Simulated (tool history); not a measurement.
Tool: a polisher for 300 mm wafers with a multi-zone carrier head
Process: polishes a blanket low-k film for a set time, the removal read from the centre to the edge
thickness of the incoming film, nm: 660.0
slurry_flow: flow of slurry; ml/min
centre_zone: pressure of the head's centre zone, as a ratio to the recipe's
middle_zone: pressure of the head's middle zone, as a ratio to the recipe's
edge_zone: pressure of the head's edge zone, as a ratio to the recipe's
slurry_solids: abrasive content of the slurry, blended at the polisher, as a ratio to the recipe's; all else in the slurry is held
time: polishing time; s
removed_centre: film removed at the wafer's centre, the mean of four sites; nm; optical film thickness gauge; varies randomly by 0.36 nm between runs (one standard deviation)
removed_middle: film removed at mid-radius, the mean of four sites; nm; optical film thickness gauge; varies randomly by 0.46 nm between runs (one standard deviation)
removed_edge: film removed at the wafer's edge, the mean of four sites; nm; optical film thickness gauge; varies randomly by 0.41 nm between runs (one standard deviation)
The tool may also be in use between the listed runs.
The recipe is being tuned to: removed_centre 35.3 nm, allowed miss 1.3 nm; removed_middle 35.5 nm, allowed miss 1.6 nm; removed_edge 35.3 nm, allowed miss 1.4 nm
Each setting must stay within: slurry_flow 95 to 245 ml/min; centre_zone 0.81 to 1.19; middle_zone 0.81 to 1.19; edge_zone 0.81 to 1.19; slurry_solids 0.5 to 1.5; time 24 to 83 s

Run 1, hour 0: slurry_flow 155 ml/min, centre_zone 1, middle_zone 1, edge_zone 1, slurry_solids 1, time 53 s. Result: removed_centre 22.708 nm, removed_middle 23.066 nm, removed_edge 23.427 nm.
Run 2, hour 1.4: slurry_flow 160 ml/min, centre_zone 1.01, middle_zone 1.01, edge_zone 1.01, slurry_solids 1.05, time 54 s. Result: removed_centre 24.713 nm, removed_middle 24.545 nm, removed_edge 24.588 nm.
Run 3, hour 2.7: slurry_flow 160 ml/min, centre_zone 1.01, middle_zone 1.01, edge_zone 1.02, slurry_solids 1.1, time 55 s. Result: removed_centre 25.033 nm, removed_middle 25.337 nm, removed_edge 26.293 nm.
Run 4, hour 3.3: slurry_flow 125 ml/min, centre_zone 1.01, middle_zone 1.01, edge_zone 1.02, slurry_solids 1.1, time 55 s. Result: removed_centre 24.14 nm, removed_middle 24.515 nm, removed_edge 25.075 nm.
Run 5, hour 3.9: slurry_flow 125 ml/min, centre_zone 1.01, middle_zone 1.04, edge_zone 1.02, slurry_solids 1.1, time 55 s. Result: removed_centre 24.269 nm, removed_middle 24.612 nm, removed_edge 25.207 nm.
Run 6, hour 4.9: slurry_flow 125 ml/min, centre_zone 0.93, middle_zone 1.04, edge_zone 1.02, slurry_solids 1.1, time 55 s. Result: removed_centre 21.857 nm, removed_middle 24.788 nm, removed_edge 25.401 nm.
Run 7, hour 6.7: slurry_flow 130 ml/min, centre_zone 0.95, middle_zone 1.05, edge_zone 1.03, slurry_solids 1.15, time 55 s. Result: removed_centre 23.202 nm, removed_middle 26.448 nm, removed_edge 26.336 nm.
Run 8, hour 9.5: slurry_flow 135 ml/min, centre_zone 0.97, middle_zone 1.05, edge_zone 1.04, slurry_solids 1.2, time 55 s. Result: removed_centre 24.718 nm, removed_middle 27.145 nm, removed_edge 27.009 nm.
Run 9, hour 15.1: slurry_flow 140 ml/min, centre_zone 0.98, middle_zone 1.05, edge_zone 1.05, slurry_solids 1.25, time 55 s. Result: removed_centre 25.621 nm, removed_middle 27.725 nm, removed_edge 27.765 nm.
Run 10, hour 18.1: slurry_flow 145 ml/min, centre_zone 0.99, middle_zone 1.05, edge_zone 1.06, slurry_solids 1.3, time 55 s. Result: removed_centre 27.293 nm, removed_middle 28.993 nm, removed_edge 28.487 nm.
Run 11, hour 26.3: slurry_flow 150 ml/min, centre_zone 0.99, middle_zone 1.05, edge_zone 1.07, slurry_solids 1.3, time 55 s. Result: removed_centre 26.987 nm, removed_middle 29.103 nm, removed_edge 29.306 nm.
Run 12, hour 32.7: slurry_flow 195 ml/min, centre_zone 1.09, middle_zone 1.14, edge_zone 1.15, slurry_solids 1.5, time 55 s. Result: removed_centre 34.196 nm, removed_middle 34.227 nm, removed_edge 32.972 nm.
Run 13, hour 40.7: slurry_flow 195 ml/min, centre_zone 1.09, middle_zone 1.14, edge_zone 1.15, slurry_solids 1.5, time 55 s. Result: removed_centre 33.388 nm, removed_middle 34.864 nm, removed_edge 32.524 nm.
Run 14, hour 43.8: slurry_flow 195 ml/min, centre_zone 1.09, middle_zone 1.13, edge_zone 1.15, slurry_solids 1.5, time 55 s. Result: removed_centre 33.317 nm, removed_middle 33.717 nm, removed_edge 33.472 nm.
Run 15, hour 45.8: slurry_flow 205 ml/min, centre_zone 1.1, middle_zone 1.14, edge_zone 1.17, slurry_solids 1.5, time 56 s. Result: removed_centre 35.145 nm, removed_middle 35.838 nm, removed_edge 33.733 nm.
Run 16, hour 53.9: slurry_flow 205 ml/min, centre_zone 1.1, middle_zone 1.13, edge_zone 1.17, slurry_solids 1.5, time 56 s. Result: removed_centre 34.564 nm, removed_middle 35.353 nm, removed_edge 33.588 nm.

Of the 4 settings listed for the next run, only one would bring every result within its allowed miss of target. Which one?
Run A, hour 62: slurry_flow 225 ml/min, centre_zone 1.15, middle_zone 1.19, edge_zone 1.1, slurry_solids 1.3, time 55 s. Result: removed_centre ?, removed_middle ?, removed_edge ?.
Run B, hour 62: slurry_flow 195 ml/min, centre_zone 1.17, middle_zone 1.15, edge_zone 1.1, slurry_solids 1.45, time 55 s. Result: removed_centre ?, removed_middle ?, removed_edge ?.
Run C, hour 62: slurry_flow 175 ml/min, centre_zone 1.09, middle_zone 1.09, edge_zone 1.17, slurry_solids 1.5, time 59 s. Result: removed_centre ?, removed_middle ?, removed_edge ?.
Run D, hour 62: slurry_flow 225 ml/min, centre_zone 1.09, middle_zone 1.19, edge_zone 1.11, slurry_solids 1.4, time 57 s. Result: removed_centre ?, removed_middle ?, removed_edge ?.

move  removed_centre  removed_middle  removed_edge
   A          33.722          34.373        30.593
   B          35.228           34.37        31.691
   C          35.036          35.093        34.847
   D          34.337          36.896        32.938
A: moves away from the targets compared with the last run
B: moves away from the targets compared with the last run
C: meets every target
D: moves away from the targets compared with the last run
Correct choice: C, which meets every target
